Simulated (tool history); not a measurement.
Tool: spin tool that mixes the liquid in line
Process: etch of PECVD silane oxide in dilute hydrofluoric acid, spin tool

run	hour	temperature setpoint of the liquid (K)	parts of water to one part of 49 % hydrofluoric acid (parts by volume)	time under the liquid (s)	thickness taken off the PECVD silane oxide on a monitor wafer (angstrom)
1	0.0	298.15	260	225	406.39
2	4.3	296.65	275	225	353.35
3	11.0	295.65	285	225	327.19
4	13.9	295.65	285	225	334.07
5	19.7	293.65	285	225	304.87
6	22.5	293.65	285	240	327.08
7	31.2	293.15	295	240	303.41

Run 8, settings as shown, results not yet in. Your forecast:
8	34.5	290.15	355	240	?

thickness taken off the PECVD silane oxide on a monitor wafer (angstrom): 218.17

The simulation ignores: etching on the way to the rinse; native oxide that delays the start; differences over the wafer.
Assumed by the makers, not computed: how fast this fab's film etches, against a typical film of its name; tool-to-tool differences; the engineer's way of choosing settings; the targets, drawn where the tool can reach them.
